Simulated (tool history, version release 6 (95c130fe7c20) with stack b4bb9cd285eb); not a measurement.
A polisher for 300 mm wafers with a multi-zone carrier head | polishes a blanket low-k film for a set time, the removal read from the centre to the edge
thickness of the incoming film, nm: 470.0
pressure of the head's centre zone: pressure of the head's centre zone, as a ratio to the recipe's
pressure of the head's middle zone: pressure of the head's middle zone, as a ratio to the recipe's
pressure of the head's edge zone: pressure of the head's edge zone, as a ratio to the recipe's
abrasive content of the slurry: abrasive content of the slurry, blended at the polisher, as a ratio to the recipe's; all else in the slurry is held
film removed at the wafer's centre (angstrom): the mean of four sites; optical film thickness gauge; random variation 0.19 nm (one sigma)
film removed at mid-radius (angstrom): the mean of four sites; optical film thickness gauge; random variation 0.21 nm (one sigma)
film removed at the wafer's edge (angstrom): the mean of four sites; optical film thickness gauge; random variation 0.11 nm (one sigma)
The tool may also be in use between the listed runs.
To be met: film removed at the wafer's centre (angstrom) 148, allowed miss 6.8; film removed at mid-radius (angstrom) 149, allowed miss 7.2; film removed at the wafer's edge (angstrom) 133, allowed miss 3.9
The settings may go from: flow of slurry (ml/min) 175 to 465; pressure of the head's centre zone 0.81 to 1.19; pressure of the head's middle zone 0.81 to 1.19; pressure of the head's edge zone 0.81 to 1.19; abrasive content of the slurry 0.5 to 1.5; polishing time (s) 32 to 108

run    day  flow of slurry (ml/min)  pressure of the head's centre zone  pressure of the head's middle zone  pressure of the head's edge zone  abrasive content of the slurry  polishing time (s)  film removed at the wafer's centre (angstrom)  film removed at mid-radius (angstrom)  film removed at the wafer's edge (angstrom)
  1      0                      295                                   1                                   1                                 1                               1                  70                                         139.96                                 139.78                                       139.81
  2  0.283                      295                                1.01                                1.01                              0.98                               1                  70                                          142.5                                 141.89                                       140.67
  3  0.533                      300                                1.02                                1.03                              0.96                               1                  70                                            145                                 142.27                                       137.84
  4  0.721                      300                                1.02                                1.05                              0.95                               1                  70                                         140.35                                 147.73                                       140.22
  5  0.788                      300                                1.02                                1.05                              0.95                             0.8                  70                                         121.56                                 127.53                                       117.47
  6  1.083                      305                                1.04                                1.07                              0.96                             0.8                  70                                         128.61                                 129.82                                       119.44
  7  1.317                      310                                1.05                                1.09                              0.97                             0.8                  70                                         127.13                                 129.25                                       119.91
  8    1.5                      310                                1.06                                 1.1                              0.96                            0.85                  70                                         134.61                                 137.57                                       126.99
  9  1.558                      335                                1.13                                1.16                              0.97                            0.85                  70                                         144.71                                 142.91                                       127.68
 10  1.638                      335                                1.13                                1.17                              0.98                            0.85                  70                                         145.88                                  142.2                                       128.21

Which of these 4 next moves meets every target?
  A  1.717                      265                                1.11                                1.14                              0.96                            1.05                  66                                              ?                                      ?                                            ?
  B  1.717                      230                                1.08                                0.96                              1.03                            1.25                  62                                              ?                                      ?                                            ?
  C  1.717                      270                                1.02                                0.95                              1.09                             0.9                  72                                              ?                                      ?                                            ?
  D  1.717                      265                                0.98                                1.11                              1.11                               1                  69                                              ?                                      ?                                            ?

move  film removed at the wafer's centre (angstrom)  film removed at mid-radius (angstrom)  film removed at the wafer's edge (angstrom)
   A                                         150.49                                 147.31                                       132.82
   B                                         147.86                                 129.79                                       139.81
   C                                         138.19                                 126.44                                       140.49
   D                                         136.55                                 146.47                                       144.91
A: meets every target
B: takes the result that was furthest off past its target
C: takes the result that was furthest off past its target
D: takes the result that was furthest off past its target
Answer: A

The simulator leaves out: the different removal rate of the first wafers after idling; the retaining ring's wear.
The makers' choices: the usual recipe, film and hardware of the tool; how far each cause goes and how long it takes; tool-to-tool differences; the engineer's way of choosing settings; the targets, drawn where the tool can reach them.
